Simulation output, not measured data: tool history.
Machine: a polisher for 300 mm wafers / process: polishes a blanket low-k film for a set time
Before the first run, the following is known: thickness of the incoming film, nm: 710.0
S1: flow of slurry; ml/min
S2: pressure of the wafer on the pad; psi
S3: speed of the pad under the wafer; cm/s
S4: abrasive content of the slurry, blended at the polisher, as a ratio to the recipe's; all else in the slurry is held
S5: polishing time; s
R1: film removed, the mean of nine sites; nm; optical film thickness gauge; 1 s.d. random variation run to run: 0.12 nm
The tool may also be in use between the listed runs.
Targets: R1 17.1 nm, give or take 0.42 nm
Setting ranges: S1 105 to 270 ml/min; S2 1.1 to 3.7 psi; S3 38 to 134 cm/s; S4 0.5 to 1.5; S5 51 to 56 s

run  hour   S1   S2  S3    S4  S5      R1
  1     0  175  2.4  86     1  56  29.472
  2     3  170  2.2  86     1  56  27.304
  3   9.4  170  2.2  86  0.95  56  26.435
  4  17.4  165  2.1  86  0.95  56  25.285
  5    20  165  2.3  86  0.95  56   27.47
  6  24.4  165  2.3  68  0.95  56  22.782
  7  28.6  165  2.3  68  0.95  56  23.017
  8  36.6  160  2.2  68  0.95  56  21.636
  9  37.3  155  2.1  68  0.95  56   20.76
 10  43.5  150    2  68  0.95  56  19.573
 11    51  145    2  68  0.95  56  19.437
 12    60  140    2  68  0.95  56  19.358
 13  61.9  135    2  68  0.95  56  19.172
 14  67.3  130    2  68  0.95  56  19.336

Below are 5 possible settings for the next run. Only one of them brings all results inside the allowed miss of their targets. Which is it?
  A  72.7  160  2.1  58   0.9  54   ?
  B  72.7  150  1.9  60   0.9  54   ?
  C  72.7  110  2.6  56   1.1  53   ?
  D  72.7  140    2  58   0.9  53   ?
  E  72.7  105  1.8  72  0.95  51   ?

move      R1
   A  17.132
   B  15.839
   C  20.992
   D  15.735
   E  15.966
A: all results in spec
B: takes the result that was furthest off past its target
C: further off than the last run
D: takes the result that was furthest off past its target
E: takes the result that was furthest off past its target
A is the move that brings every result within its allowed miss.
